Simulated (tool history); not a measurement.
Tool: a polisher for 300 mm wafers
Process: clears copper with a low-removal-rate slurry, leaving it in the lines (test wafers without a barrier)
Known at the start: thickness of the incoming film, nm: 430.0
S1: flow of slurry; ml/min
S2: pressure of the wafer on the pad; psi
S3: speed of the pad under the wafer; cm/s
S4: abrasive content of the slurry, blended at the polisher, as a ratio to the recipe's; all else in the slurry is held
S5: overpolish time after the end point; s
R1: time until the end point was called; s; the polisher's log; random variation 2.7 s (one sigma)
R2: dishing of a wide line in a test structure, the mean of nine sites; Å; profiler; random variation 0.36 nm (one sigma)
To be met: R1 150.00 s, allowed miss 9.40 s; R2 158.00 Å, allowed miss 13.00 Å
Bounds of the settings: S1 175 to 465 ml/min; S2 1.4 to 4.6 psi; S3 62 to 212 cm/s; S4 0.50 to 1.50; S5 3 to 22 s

run 1 hour=0.0 | S1=295 S2=3.0 S3=136 S4=1.00 S5=11 | R1=107.43 R2=268.81
run 2 hour=8.0 | S1=295 S2=2.8 S3=136 S4=1.00 S5=10 | R1=115.78 R2=232.48
run 3 hour=12.0 | S1=295 S2=2.8 S3=136 S4=1.00 S5=8 | R1=116.56 R2=188.39
run 4 hour=14.0 | S1=295 S2=2.8 S3=136 S4=1.20 S5=8 | R1=114.44 R2=208.63
run 5 hour=20.6 | S1=295 S2=2.8 S3=136 S4=1.05 S5=8 | R1=118.09 R2=201.03
run 6 hour=21.2 | S1=330 S2=2.8 S3=136 S4=1.05 S5=8 | R1=112.07 R2=192.78
run 7 hour=26.2 | S1=320 S2=2.7 S3=136 S4=1.05 S5=8 | R1=120.41 R2=188.00
run 8 hour=32.3 | S1=320 S2=2.6 S3=136 S4=1.05 S5=8 | R1=124.86 R2=179.98
run 9 hour=40.1 | S1=320 S2=2.5 S3=136 S4=1.05 S5=8 | R1=127.27 R2=173.21
run 10 hour=42.3 | S1=320 S2=2.5 S3=136 S4=1.05 S5=8 | R1=124.57 R2=180.55
run 11 hour=50.2 | S1=315 S2=2.4 S3=136 S4=1.05 S5=8 | R1=134.73 R2=173.64
run 12 hour=52.9 | S1=310 S2=2.3 S3=136 S4=1.05 S5=8 | R1=140.88 R2=169.97

5 next moves are on the table. One of them brings every result within its allowed miss. Which?
run A hour=55.6 | S1=385 S2=2.7 S3=122 S4=1.20 S5=7 | R1=? R2=?
run B hour=55.6 | S1=310 S2=2.5 S3=140 S4=1.05 S5=8 | R1=? R2=?
run C hour=55.6 | S1=270 S2=2.3 S3=128 S4=1.10 S5=8 | R1=? R2=?
run D hour=55.6 | S1=285 S2=2.6 S3=132 S4=1.05 S5=9 | R1=? R2=?
run E hour=55.6 | S1=250 S2=2.0 S3=162 S4=1.00 S5=6 | R1=? R2=?

move=A R1=124.27 R2=165.52
move=B R1=122.44 R2=187.40
move=C R1=144.37 R2=162.48
move=D R1=125.35 R2=202.98
move=E R1=135.27 R2=133.28
A: further off than the last run
B: further off than the last run
C: meets every target
D: further off than the last run
E: further off than the last run
Move C is the one to make.
